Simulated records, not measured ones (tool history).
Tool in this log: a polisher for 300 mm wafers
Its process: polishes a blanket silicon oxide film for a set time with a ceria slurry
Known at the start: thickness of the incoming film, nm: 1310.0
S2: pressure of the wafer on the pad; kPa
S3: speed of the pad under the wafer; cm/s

{"run": 1, "day": 0.0, "flow of slurry (ml/min)": 135, "S2": 23.4, "S3": 88, "polishing time (s)": 41, "film removed (Å)": 1924.4}
{"run": 2, "day": 0.208, "flow of slurry (ml/min)": 135, "S2": 20.0, "S3": 88, "polishing time (s)": 41, "film removed (Å)": 1670.9}
{"run": 3, "day": 0.567, "flow of slurry (ml/min)": 150, "S2": 20.0, "S3": 88, "polishing time (s)": 41, "film removed (Å)": 1711.2}
{"run": 4, "day": 0.638, "flow of slurry (ml/min)": 150, "S2": 22.8, "S3": 88, "polishing time (s)": 41, "film removed (Å)": 1898.8}
{"run": 5, "day": 0.85, "flow of slurry (ml/min)": 150, "S2": 22.8, "S3": 80, "polishing time (s)": 41, "film removed (Å)": 1747.6}
{"run": 6, "day": 1.167, "flow of slurry (ml/min)": 150, "S2": 22.8, "S3": 80, "polishing time (s)": 37, "film removed (Å)": 1567.0}

What does the tool deliver on the next run?
{"run": 7, "day": 1.258, "flow of slurry (ml/min)": 150, "S2": 22.8, "S3": 80, "polishing time (s)": 37, "film removed (Å)": "?"}

{"run 7": {"film removed (Å)": 1577.6}}
